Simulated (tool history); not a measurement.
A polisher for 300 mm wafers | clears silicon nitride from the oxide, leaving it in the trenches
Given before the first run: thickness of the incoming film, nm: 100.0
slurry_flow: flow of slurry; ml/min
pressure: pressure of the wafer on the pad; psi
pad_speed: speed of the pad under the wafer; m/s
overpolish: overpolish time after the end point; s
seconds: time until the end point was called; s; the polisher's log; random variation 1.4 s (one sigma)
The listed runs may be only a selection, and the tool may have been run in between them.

run	day	slurry_flow	pressure	pad_speed	overpolish	seconds
1	0.000	230	3.0	0.94	9	98.909
2	0.325	185	3.0	0.94	9	102.020
3	0.396	185	3.0	1.12	9	84.780
4	0.617	185	2.3	1.12	9	102.380
5	0.721	230	2.3	1.12	9	100.940
6	0.762	225	2.1	1.08	9	112.400
7	0.788	225	1.9	1.04	9	124.880

For run 8, what comes out?
8	1.000	225	1.8	1.02	9	?

{"run 8": {"seconds": 133.48}}
